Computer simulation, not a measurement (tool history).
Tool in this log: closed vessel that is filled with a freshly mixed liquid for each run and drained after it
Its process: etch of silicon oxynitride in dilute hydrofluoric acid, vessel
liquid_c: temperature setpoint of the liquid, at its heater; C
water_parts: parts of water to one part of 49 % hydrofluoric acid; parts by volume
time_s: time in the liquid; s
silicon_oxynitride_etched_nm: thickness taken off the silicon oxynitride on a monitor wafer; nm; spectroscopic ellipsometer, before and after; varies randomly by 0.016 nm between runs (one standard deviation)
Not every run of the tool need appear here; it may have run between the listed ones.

run 1 hour=0 | liquid_c=24 water_parts=290 time_s=215 | silicon_oxynitride_etched_nm=3.2151
run 2 hour=5.9 | liquid_c=24 water_parts=290 time_s=160 | silicon_oxynitride_etched_nm=2.4105
run 3 hour=13.4 | liquid_c=24 water_parts=235 time_s=160 | silicon_oxynitride_etched_nm=3.0853
run 4 hour=19.6 | liquid_c=24 water_parts=235 time_s=160 | silicon_oxynitride_etched_nm=3.0827
run 5 hour=29 | liquid_c=26 water_parts=230 time_s=160 | silicon_oxynitride_etched_nm=3.4652
run 6 hour=35.4 | liquid_c=27.5 water_parts=230 time_s=160 | silicon_oxynitride_etched_nm=3.6781
run 7 hour=37.5 | liquid_c=28.5 water_parts=225 time_s=160 | silicon_oxynitride_etched_nm=3.9591
run 8 hour=44.2 | liquid_c=29.5 water_parts=225 time_s=160 | silicon_oxynitride_etched_nm=4.1343
run 9 hour=45.3 | liquid_c=29.5 water_parts=225 time_s=160 | silicon_oxynitride_etched_nm=4.125

What does the tool deliver on the next run?
run 10 hour=51 | liquid_c=30 water_parts=225 time_s=160 | silicon_oxynitride_etched_nm=?

silicon_oxynitride_etched_nm: 4.2136 nm

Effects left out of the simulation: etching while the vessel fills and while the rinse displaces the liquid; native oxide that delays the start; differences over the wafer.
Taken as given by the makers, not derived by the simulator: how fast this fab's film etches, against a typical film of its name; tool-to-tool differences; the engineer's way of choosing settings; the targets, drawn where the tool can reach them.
